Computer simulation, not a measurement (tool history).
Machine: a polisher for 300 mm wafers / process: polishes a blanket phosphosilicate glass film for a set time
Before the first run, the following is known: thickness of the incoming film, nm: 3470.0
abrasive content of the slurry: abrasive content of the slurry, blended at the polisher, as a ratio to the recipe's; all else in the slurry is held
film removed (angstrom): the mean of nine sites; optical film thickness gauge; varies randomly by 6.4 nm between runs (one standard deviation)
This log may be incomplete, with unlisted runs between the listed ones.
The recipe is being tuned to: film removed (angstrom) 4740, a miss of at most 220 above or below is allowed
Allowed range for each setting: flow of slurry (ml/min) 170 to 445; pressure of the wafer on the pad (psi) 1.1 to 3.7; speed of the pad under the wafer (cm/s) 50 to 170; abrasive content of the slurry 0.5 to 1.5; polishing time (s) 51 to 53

| run | hour | flow of slurry (ml/min) | pressure of the wafer on the pad (psi) | speed of the pad under the wafer (cm/s) | abrasive content of the slurry | polishing time (s) | film removed (angstrom) |
|---|---|---|---|---|---|---|---|
| 1 | 0 | 285 | 2.4 | 110 | 1 | 51 | 3108.7 |
| 2 | 7.5 | 285 | 2.5 | 110 | 1 | 51 | 3286.4 |
| 3 | 10.2 | 285 | 2.5 | 88 | 1 | 51 | 2770.7 |
| 4 | 12.8 | 285 | 2.7 | 88 | 1 | 51 | 2981.6 |
| 5 | 20.4 | 285 | 2.7 | 88 | 1 | 53 | 3101.8 |
| 6 | 28.1 | 285 | 3.2 | 88 | 1 | 53 | 3688.5 |
| 7 | 35.5 | 285 | 3.3 | 90 | 1 | 53 | 3771.8 |
| 8 | 37.1 | 285 | 3.4 | 92 | 1 | 53 | 3878.2 |
| 9 | 43 | 285 | 3.4 | 94 | 1 | 53 | 3906 |
| 10 | 46.2 | 285 | 3.4 | 96 | 1 | 53 | 4049.3 |
| 11 | 50.6 | 285 | 3.4 | 98 | 1 | 53 | 4077.5 |
| 12 | 57.8 | 285 | 3.4 | 98 | 1 | 53 | 3994.8 |
| 13 | 59.4 | 285 | 3.4 | 100 | 1 | 53 | 4118.9 |
| 14 | 68.2 | 285 | 3.4 | 102 | 1 | 53 | 4208.3 |

Consider the 5 candidate settings below. Which is the only one whose results all fall within their allowed miss of target?
| A | 77 | 275 | 2.9 | 114 | 1.2 | 51 | ? |
| B | 77 | 365 | 3.3 | 100 | 1.15 | 51 | ? |
| C | 77 | 280 | 2.7 | 110 | 1.1 | 52 | ? |
| D | 77 | 290 | 3.4 | 98 | 1.05 | 53 | ? |
| E | 77 | 290 | 3.3 | 112 | 1.1 | 53 | ? |

| move | film removed (angstrom) |
|---|---|
| A | 4172.2 |
| B | 4234.3 |
| C | 3700.5 |
| D | 4158.3 |
| E | 4595.5 |
A: lands further from the targets than the last run did
B: no better and no worse than the last run
C: lands further from the targets than the last run did
D: lands further from the targets than the last run did
E: meets every target
The right move is E.
